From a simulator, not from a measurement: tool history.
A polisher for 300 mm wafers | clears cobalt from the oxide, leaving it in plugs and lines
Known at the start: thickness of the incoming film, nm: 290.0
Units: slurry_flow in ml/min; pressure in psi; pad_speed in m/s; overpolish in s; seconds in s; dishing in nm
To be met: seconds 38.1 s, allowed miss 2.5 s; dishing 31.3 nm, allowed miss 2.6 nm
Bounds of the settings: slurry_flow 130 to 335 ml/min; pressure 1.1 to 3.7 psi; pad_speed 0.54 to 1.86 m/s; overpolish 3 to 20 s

run 1 hour=0 | slurry_flow=215 pressure=2.4 pad_speed=1.18 overpolish=10 | seconds=50.485 dishing=35.551
run 2 hour=7.8 | slurry_flow=180 pressure=2.4 pad_speed=1.18 overpolish=10 | seconds=51.429 dishing=35.361
run 3 hour=15 | slurry_flow=180 pressure=2.5 pad_speed=1.18 overpolish=9 | seconds=51.826 dishing=32.303
run 4 hour=16.1 | slurry_flow=180 pressure=2.6 pad_speed=1.18 overpolish=9 | seconds=47.934 dishing=34.836
run 5 hour=22.7 | slurry_flow=180 pressure=2.6 pad_speed=1.38 overpolish=9 | seconds=42.291 dishing=38.68
run 6 hour=25.9 | slurry_flow=180 pressure=3 pad_speed=1.38 overpolish=9 | seconds=37.174 dishing=41.326
run 7 hour=30.7 | slurry_flow=180 pressure=3 pad_speed=1.36 overpolish=4 | seconds=37.235 dishing=23.701
run 8 hour=32.9 | slurry_flow=180 pressure=2.9 pad_speed=1.36 overpolish=7 | seconds=38.299 dishing=33.189

Which of these 5 next moves meets every target?
run A hour=35.1 | slurry_flow=210 pressure=2.6 pad_speed=1.32 overpolish=9 | seconds=? dishing=?
run B hour=35.1 | slurry_flow=230 pressure=3.1 pad_speed=1.3 overpolish=6 | seconds=? dishing=?
run C hour=35.1 | slurry_flow=180 pressure=2.8 pad_speed=1.52 overpolish=8 | seconds=? dishing=?
run D hour=35.1 | slurry_flow=160 pressure=2.4 pad_speed=1.62 overpolish=8 | seconds=? dishing=?
run E hour=35.1 | slurry_flow=210 pressure=2.3 pad_speed=1.48 overpolish=9 | seconds=? dishing=?

move=A seconds=43.431 dishing=35.802
move=B seconds=37.9 dishing=30.419
move=C seconds=36.255 dishing=37.027
move=D seconds=39.017 dishing=35.572
move=E seconds=42.769 dishing=36.107
A: further off than the last run
B: meets every target
C: further off than the last run
D: further off than the last run
E: further off than the last run
Move B is the one to make.

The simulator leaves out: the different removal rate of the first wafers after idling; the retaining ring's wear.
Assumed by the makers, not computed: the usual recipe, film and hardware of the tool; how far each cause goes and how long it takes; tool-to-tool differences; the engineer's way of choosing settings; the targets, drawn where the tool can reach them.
